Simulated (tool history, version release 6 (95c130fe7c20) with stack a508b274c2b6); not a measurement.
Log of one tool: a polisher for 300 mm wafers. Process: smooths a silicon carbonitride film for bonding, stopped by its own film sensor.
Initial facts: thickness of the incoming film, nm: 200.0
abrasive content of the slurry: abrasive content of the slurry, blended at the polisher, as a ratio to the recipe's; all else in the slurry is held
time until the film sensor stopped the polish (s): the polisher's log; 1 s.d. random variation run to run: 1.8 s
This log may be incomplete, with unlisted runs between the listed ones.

| run | hour | flow of slurry (ml/min) | pressure of the wafer on the pad (kPa) | speed of the pad under the wafer (m/s) | abrasive content of the slurry | target thickness at which the film sensor stops the polish (nm) | time until the film sensor stopped the polish (s) |
|---|---|---|---|---|---|---|---|
| 1 | 0.0 | 190 | 10.3 | 0.82 | 1.0 | 186 | 101.240 |
| 2 | 3.6 | 190 | 9.7 | 0.82 | 1.0 | 186 | 104.750 |
| 3 | 6.3 | 190 | 11.7 | 0.82 | 1.0 | 186 | 92.838 |
| 4 | 12.2 | 190 | 10.3 | 0.80 | 1.0 | 186 | 105.780 |
| 5 | 18.2 | 190 | 9.7 | 0.80 | 1.0 | 186 | 111.330 |
| 6 | 25.8 | 190 | 9.0 | 0.80 | 1.0 | 186 | 117.600 |
| 7 | 30.8 | 190 | 9.0 | 0.80 | 1.0 | 186 | 115.450 |
| 8 | 36.5 | 190 | 8.3 | 0.80 | 1.0 | 186 | 125.650 |
| 9 | 42.8 | 190 | 7.6 | 0.80 | 1.0 | 186 | 135.420 |
| 10 | 44.4 | 185 | 6.9 | 0.80 | 1.0 | 186 | 145.050 |
| 11 | 50.8 | 180 | 6.9 | 0.80 | 1.0 | 186 | 146.980 |
| 12 | 52.3 | 175 | 6.9 | 0.80 | 1.0 | 186 | 147.250 |

The next listed run, before its measurement:
| 13 | 59.8 | 170 | 6.9 | 0.80 | 1.0 | 186 | ? |

time until the film sensor stopped the polish (s): 145.270
